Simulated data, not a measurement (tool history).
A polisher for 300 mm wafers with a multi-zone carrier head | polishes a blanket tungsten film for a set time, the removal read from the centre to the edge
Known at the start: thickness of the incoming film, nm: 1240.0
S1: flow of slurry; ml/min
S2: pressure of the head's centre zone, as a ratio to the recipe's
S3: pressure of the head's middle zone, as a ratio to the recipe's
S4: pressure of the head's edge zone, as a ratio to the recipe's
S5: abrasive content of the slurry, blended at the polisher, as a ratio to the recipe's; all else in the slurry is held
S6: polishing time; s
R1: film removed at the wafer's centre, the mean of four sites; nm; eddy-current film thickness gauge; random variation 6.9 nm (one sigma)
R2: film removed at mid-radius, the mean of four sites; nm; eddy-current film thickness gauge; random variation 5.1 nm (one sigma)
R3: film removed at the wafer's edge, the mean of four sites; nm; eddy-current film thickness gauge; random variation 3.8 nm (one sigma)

run,hour,S1,S2,S3,S4,S5,S6,R1,R2,R3
1,0.0,145,1.00,1.00,1.00,1.00,72,432.09,448.91,439.28
2,5.5,160,1.04,1.00,1.04,1.10,72,474.40,455.91,456.87
3,9.8,160,1.04,1.00,1.04,1.10,86,566.77,549.26,549.79
4,18.6,160,1.04,1.00,1.04,0.95,86,550.09,539.72,540.49
5,27.1,160,1.04,1.00,1.04,0.80,86,529.87,519.09,516.00
6,29.9,170,1.05,0.99,1.06,0.80,86,545.95,532.51,524.55
7,38.0,185,1.11,0.90,1.13,0.85,86,591.68,504.23,557.34

The next listed run, before its measurement:
8,46.7,185,1.11,0.90,1.13,0.85,86,?,?,?

Run 8 gave R1 600.33 nm, R2 495.94 nm, R3 553.59 nm.

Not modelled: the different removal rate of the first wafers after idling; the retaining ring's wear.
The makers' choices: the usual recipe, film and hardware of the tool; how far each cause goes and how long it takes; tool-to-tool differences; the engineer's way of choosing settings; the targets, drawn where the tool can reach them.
